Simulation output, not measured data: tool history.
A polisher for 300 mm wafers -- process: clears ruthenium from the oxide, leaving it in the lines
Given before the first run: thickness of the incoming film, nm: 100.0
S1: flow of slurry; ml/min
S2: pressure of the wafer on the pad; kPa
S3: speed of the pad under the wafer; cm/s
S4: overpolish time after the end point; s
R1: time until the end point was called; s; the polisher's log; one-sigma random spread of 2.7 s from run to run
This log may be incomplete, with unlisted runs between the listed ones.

Run 1, hour 0.0: S1 250 ml/min, S2 17.9 kPa, S3 80 cm/s, S4 12 s. Result: R1 96.431 s.
Run 2, hour 7.5: S1 250 ml/min, S2 15.2 kPa, S3 78 cm/s, S4 12 s. Result: R1 116.550 s.
Run 3, hour 14.2: S1 250 ml/min, S2 15.2 kPa, S3 78 cm/s, S4 12 s. Result: R1 118.460 s.
Run 4, hour 21.4: S1 250 ml/min, S2 15.2 kPa, S3 78 cm/s, S4 12 s. Result: R1 113.920 s.
Run 5, hour 23.8: S1 250 ml/min, S2 15.2 kPa, S3 78 cm/s, S4 12 s. Result: R1 115.210 s.
Run 6, hour 25.1: S1 210 ml/min, S2 15.2 kPa, S3 78 cm/s, S4 12 s. Result: R1 118.910 s.
Run 7, hour 32.0: S1 210 ml/min, S2 13.1 kPa, S3 78 cm/s, S4 12 s. Result: R1 132.250 s.
Run 8, hour 38.6: S1 210 ml/min, S2 11.7 kPa, S3 78 cm/s, S4 12 s. Result: R1 151.170 s.

Estimate the outcome of run 9 from the log above:
Run 9, hour 42.3: S1 210 ml/min, S2 11.0 kPa, S3 78 cm/s, S4 12 s. Result: R1 ?.

{"run 9": {"R1": 162.34}}

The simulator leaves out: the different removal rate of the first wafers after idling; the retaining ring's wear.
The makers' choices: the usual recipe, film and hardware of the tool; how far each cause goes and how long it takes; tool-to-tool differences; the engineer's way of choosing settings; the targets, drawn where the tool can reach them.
